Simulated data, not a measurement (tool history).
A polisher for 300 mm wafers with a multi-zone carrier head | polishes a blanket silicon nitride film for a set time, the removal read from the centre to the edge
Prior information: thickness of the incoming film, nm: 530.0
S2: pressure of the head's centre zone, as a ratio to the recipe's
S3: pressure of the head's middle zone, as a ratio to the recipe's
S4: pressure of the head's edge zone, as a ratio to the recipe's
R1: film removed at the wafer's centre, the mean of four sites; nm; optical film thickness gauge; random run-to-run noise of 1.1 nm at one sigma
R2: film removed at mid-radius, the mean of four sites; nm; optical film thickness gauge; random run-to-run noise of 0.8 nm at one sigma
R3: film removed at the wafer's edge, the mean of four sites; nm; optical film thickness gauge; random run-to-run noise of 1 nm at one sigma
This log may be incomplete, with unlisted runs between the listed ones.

{"run": 1, "hour": 0.0, "flow of slurry (ml/min)": 185, "S2": 1.0, "S3": 1.0, "S4": 1.0, "polishing time (s)": 31, "R1": 76.253, "R2": 75.732, "R3": 74.036}
{"run": 2, "hour": 4.3, "flow of slurry (ml/min)": 205, "S2": 1.02, "S3": 1.06, "S4": 1.04, "polishing time (s)": 32, "R1": 81.47, "R2": 82.586, "R3": 79.818}
{"run": 3, "hour": 5.3, "flow of slurry (ml/min)": 205, "S2": 1.02, "S3": 1.06, "S4": 1.08, "polishing time (s)": 32, "R1": 81.805, "R2": 82.831, "R3": 81.809}
{"run": 4, "hour": 7.1, "flow of slurry (ml/min)": 220, "S2": 1.03, "S3": 1.1, "S4": 1.07, "polishing time (s)": 33, "R1": 84.366, "R2": 88.486, "R3": 83.199}
{"run": 5, "hour": 14.4, "flow of slurry (ml/min)": 220, "S2": 1.09, "S3": 1.1, "S4": 1.07, "polishing time (s)": 33, "R1": 89.039, "R2": 88.553, "R3": 83.421}
{"run": 6, "hour": 22.3, "flow of slurry (ml/min)": 230, "S2": 1.09, "S3": 1.13, "S4": 1.08, "polishing time (s)": 33, "R1": 91.744, "R2": 90.944, "R3": 83.682}
{"run": 7, "hour": 31.3, "flow of slurry (ml/min)": 235, "S2": 1.07, "S3": 1.15, "S4": 1.09, "polishing time (s)": 33, "R1": 88.417, "R2": 92.326, "R3": 86.965}
{"run": 8, "hour": 35.5, "flow of slurry (ml/min)": 240, "S2": 1.07, "S3": 1.16, "S4": 1.06, "polishing time (s)": 34, "R1": 93.376, "R2": 95.664, "R3": 84.475}

For run 9, what comes out?
{"run": 9, "hour": 37.9, "flow of slurry (ml/min)": 245, "S2": 1.06, "S3": 1.17, "S4": 1.07, "polishing time (s)": 34, "R1": "?", "R2": "?", "R3": "?"}

For run 9 the tool returned R1 92.560 nm, R2 98.237 nm, R3 85.536 nm.
